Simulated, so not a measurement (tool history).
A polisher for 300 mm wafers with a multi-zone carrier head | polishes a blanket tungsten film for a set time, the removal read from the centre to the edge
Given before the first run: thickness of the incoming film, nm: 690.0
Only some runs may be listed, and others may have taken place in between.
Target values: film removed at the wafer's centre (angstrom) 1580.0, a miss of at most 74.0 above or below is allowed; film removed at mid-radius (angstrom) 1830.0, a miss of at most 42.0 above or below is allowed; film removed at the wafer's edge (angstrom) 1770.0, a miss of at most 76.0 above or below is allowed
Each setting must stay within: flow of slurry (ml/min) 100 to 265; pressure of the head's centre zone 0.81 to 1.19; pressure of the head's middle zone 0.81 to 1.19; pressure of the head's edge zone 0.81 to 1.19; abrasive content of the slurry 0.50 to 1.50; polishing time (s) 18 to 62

run,hour,flow of slurry (ml/min),pressure of the head's centre zone,pressure of the head's middle zone,pressure of the head's edge zone,abrasive content of the slurry,polishing time (s),film removed at the wafer's centre (angstrom),film removed at mid-radius (angstrom),film removed at the wafer's edge (angstrom)
1,0.0,170,1.00,1.00,1.00,1.00,40,2363.7,2383.2,2376.2
2,6.1,170,1.00,1.03,1.00,1.00,40,2352.1,2455.5,2352.5
3,11.7,165,0.98,1.02,0.99,0.95,40,2251.6,2376.1,2244.7
4,20.0,125,0.98,1.02,0.99,0.95,40,2051.5,2245.6,2219.4
5,27.8,125,0.98,0.98,0.99,0.95,40,2131.7,2154.5,2177.3
6,31.4,125,0.98,0.98,0.99,0.80,40,2024.5,2074.5,2127.0
7,39.6,125,0.96,0.98,0.97,0.80,40,1999.7,2073.4,2060.7
8,48.6,120,0.94,0.98,0.97,0.75,40,1825.1,2006.3,2027.7
9,51.2,120,0.93,0.97,0.96,0.75,40,1820.4,1961.0,1987.5
10,56.5,120,0.92,0.97,0.95,0.75,40,1816.1,1990.3,2017.7
11,59.4,115,0.88,0.98,0.86,0.50,38,1407.9,1614.0,1562.5
12,65.7,125,0.88,0.98,0.87,0.50,38,1463.4,1675.9,1573.2
13,71.0,125,0.88,0.98,0.87,0.50,38,1451.9,1639.2,1570.7
14,71.7,125,0.88,0.98,0.87,0.50,38,1440.0,1657.1,1550.4
15,75.5,125,0.88,0.98,0.89,0.50,38,1452.5,1653.5,1612.3
16,84.3,175,0.88,1.03,0.94,0.55,38,1580.4,1916.7,1777.5
17,87.3,170,0.88,1.03,0.94,0.55,38,1591.7,1877.0,1738.7
18,95.1,165,0.88,1.02,0.95,0.55,38,1620.5,1892.4,1752.5

4 next moves are on the table. One of them brings every result within its allowed miss. Which?
A,102.9,100,0.90,1.00,0.92,0.65,39,?,?,?
B,102.9,110,0.92,1.16,1.01,0.50,40,?,?,?
C,102.9,205,1.09,1.04,0.99,0.50,34,?,?,?
D,102.9,185,0.81,0.95,0.94,0.60,39,?,?,?

move,film removed at the wafer's centre (angstrom),film removed at mid-radius (angstrom),film removed at the wafer's edge (angstrom)
A,1576.5,1820.9,1804.7
B,1540.0,1965.3,1777.6
C,1761.8,1700.5,1624.7
D,1579.1,1912.5,1930.9
A: every result within its allowed miss
B: further off than the last run
C: the result that was furthest off in the last run now lies on the other side of its target
D: further off than the last run
A meets every target.
